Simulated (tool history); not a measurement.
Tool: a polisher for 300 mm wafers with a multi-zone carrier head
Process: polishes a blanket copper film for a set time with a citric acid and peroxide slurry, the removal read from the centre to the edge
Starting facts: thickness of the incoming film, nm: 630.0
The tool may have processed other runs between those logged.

run    day  flow of slurry (ml/min)  pressure of the head's centre zone  pressure of the head's middle zone  pressure of the head's edge zone  abrasive content of the slurry  polishing time (s)  film removed at the wafer's centre (nm)  film removed at mid-radius (nm)  film removed at the wafer's edge (nm)
  1  0.000                      255                                1.00                                1.00                              1.00                            1.00                  32                                   69.696                           65.231                                 65.131
  2  0.275                      255                                0.99                                0.99                              0.98                            0.90                  30                                   62.022                           59.911                                 59.789
  3  0.362                      255                                0.93                                0.99                              0.98                            0.90                  30                                   57.100                           59.369                                 60.245
  4  0.612                      220                                0.93                                0.99                              0.98                            0.90                  30                                   56.245                           58.220                                 61.077
  5  0.892                      220                                0.99                                0.99                              0.98                            0.90                  30                                   59.434                           58.778                                 60.884
  6  0.958                      240                                0.99                                0.97                              0.97                            0.85                  28                                   57.388                           53.771                                 56.751
  7  0.992                      260                                0.98                                0.97                              0.96                            0.80                  27                                   53.741                           51.190                                 51.817
  8  1.279                      270                                0.97                                0.95                              0.94                            0.75                  27                                   52.144                           50.027                                 52.648
  9  1.608                      280                                0.97                                0.95                              0.93                            0.70                  26                                   49.601                           47.973                                 49.805
 10  1.838                      290                                0.97                                0.95                              0.92                            0.65                  25                                   47.383                           45.244                                 45.477

For run 11, what comes out?
 11  1.921                      290                                0.97                                0.95                              0.91                            0.65                  25                                        ?                                ?                                      ?

film removed at the wafer's centre (nm): 47.659
film removed at mid-radius (nm): 45.558
film removed at the wafer's edge (nm): 46.639
